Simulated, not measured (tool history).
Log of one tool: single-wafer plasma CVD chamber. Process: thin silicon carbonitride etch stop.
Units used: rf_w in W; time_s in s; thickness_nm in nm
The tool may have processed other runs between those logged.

run	hour	rf_w	time_s	thickness_nm
1	0.0	260	21.5	12.848
2	5.7	275	21.5	13.159
3	11.6	275	20.2	12.295
4	17.5	260	19.5	11.615
5	23.4	260	20.6	12.269
6	25.1	280	20.6	12.660
7	29.2	260	20.0	11.958

Run 8 is up next; what results do you expect?
8	33.4	245	19.5	?

Run 8 measured thickness_nm 11.412 nm.
